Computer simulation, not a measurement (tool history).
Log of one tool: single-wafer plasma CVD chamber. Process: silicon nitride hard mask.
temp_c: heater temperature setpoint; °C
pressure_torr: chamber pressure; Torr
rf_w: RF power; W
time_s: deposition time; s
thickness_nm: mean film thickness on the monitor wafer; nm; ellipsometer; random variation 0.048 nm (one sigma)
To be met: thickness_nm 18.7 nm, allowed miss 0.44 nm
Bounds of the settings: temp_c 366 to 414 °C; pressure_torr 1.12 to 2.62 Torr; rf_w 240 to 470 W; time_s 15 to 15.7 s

| run | day | temp_c | pressure_torr | rf_w | time_s | thickness_nm |
|---|---|---|---|---|---|---|
| 1 | 0 | 390 | 1.87 | 355 | 15.7 | 21.003 |
| 2 | 0.212 | 390 | 1.8 | 350 | 15.7 | 20.634 |
| 3 | 0.458 | 390 | 2.13 | 350 | 15.7 | 21.24 |
| 4 | 0.708 | 390 | 2.09 | 345 | 15.7 | 20.975 |
| 5 | 1.046 | 390 | 2.23 | 345 | 15.7 | 21.349 |
| 6 | 1.15 | 390 | 2.23 | 345 | 15 | 20.386 |
| 7 | 1.5 | 390 | 2.19 | 340 | 15 | 20.041 |
| 8 | 1.675 | 390 | 2.16 | 335 | 15 | 19.789 |
| 9 | 1.738 | 390 | 2.13 | 330 | 15 | 19.573 |
| 10 | 2.038 | 390 | 2.11 | 330 | 15 | 19.541 |
| 11 | 2.246 | 390 | 2.09 | 330 | 15 | 19.561 |
| 12 | 2.521 | 390 | 2.07 | 330 | 15 | 19.59 |
| 13 | 2.608 | 390 | 2.07 | 330 | 15 | 19.479 |

Which of these 5 next moves meets every target?
| A | 2.696 | 399 | 1.91 | 345 | 15 | ? |
| B | 2.696 | 377 | 1.95 | 300 | 15.4 | ? |
| C | 2.696 | 391 | 2.07 | 320 | 15.7 | ? |
| D | 2.696 | 395 | 2.22 | 335 | 15.7 | ? |
| E | 2.696 | 398 | 1.98 | 330 | 15.7 | ? |

| move | thickness_nm |
|---|---|
| A | 19.654 |
| B | 18.615 |
| C | 19.934 |
| D | 20.793 |
| E | 20.127 |
A: further off than the last run
B: meets every target
C: further off than the last run
D: further off than the last run
E: further off than the last run
The right move is B.

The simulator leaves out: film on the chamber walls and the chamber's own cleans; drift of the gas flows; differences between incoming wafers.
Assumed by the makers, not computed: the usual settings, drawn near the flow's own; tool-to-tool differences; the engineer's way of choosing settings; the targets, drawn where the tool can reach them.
